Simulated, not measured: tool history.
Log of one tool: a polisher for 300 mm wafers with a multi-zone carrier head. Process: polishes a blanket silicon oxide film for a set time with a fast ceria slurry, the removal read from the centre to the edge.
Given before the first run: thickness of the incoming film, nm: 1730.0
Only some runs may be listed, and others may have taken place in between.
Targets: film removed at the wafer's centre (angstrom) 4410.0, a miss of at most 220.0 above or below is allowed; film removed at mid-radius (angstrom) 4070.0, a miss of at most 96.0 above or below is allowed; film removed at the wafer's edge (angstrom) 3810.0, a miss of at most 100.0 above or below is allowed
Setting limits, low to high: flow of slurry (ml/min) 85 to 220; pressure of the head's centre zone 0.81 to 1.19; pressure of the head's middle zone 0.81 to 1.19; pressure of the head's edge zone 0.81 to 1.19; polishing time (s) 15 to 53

run	day	flow of slurry (ml/min)	pressure of the head's centre zone	pressure of the head's middle zone	pressure of the head's edge zone	polishing time (s)	film removed at the wafer's centre (angstrom)	film removed at mid-radius (angstrom)	film removed at the wafer's edge (angstrom)
1	0.000	140	1.00	1.00	1.00	34	6411.8	6376.4	6206.5
2	0.262	140	1.00	1.00	0.95	34	6293.0	6389.4	6109.8
3	0.433	140	1.05	1.00	0.95	34	6733.3	6348.1	6102.5
4	0.679	135	1.06	1.00	0.92	31	6200.4	5755.2	5549.8
5	0.921	135	1.06	1.01	0.90	28	5481.6	5214.5	4969.6
6	1.246	135	1.06	1.04	0.90	28	5572.0	5420.7	4958.1
7	1.621	135	1.07	1.03	0.88	26	5154.1	4960.4	4602.8
8	1.721	130	1.08	1.03	0.86	25	5024.9	4691.2	4394.7
9	1.921	125	1.08	1.03	0.85	24	4791.0	4513.8	4140.5
10	1.962	115	1.08	1.02	0.85	24	4694.4	4484.0	4172.8
11	2.133	110	1.09	1.02	0.84	24	4674.1	4428.5	4090.9
12	2.508	105	1.09	1.01	0.83	24	4580.7	4407.7	4044.1
13	2.625	100	1.10	1.00	0.83	24	4621.2	4278.2	4048.0

Which single option among these 4 for the next run brings every result within its allowed miss of target? Just one does.
A	2.742	115	1.11	1.01	0.87	22	?	?	?
B	2.742	95	1.04	0.96	0.87	26	?	?	?
C	2.742	90	1.13	1.07	0.82	24	?	?	?
D	2.742	115	1.09	1.06	0.88	23	?	?	?

move	film removed at the wafer's centre (angstrom)	film removed at mid-radius (angstrom)	film removed at the wafer's edge (angstrom)
A	4335.5	4037.5	3831.1
B	4657.9	4457.1	4450.2
C	4638.8	4474.7	4018.6
D	4451.9	4398.1	4014.8
A: in spec on every target
B: further off than the last run
C: further off than the last run
D: further off than the last run
The move that meets every target is A.
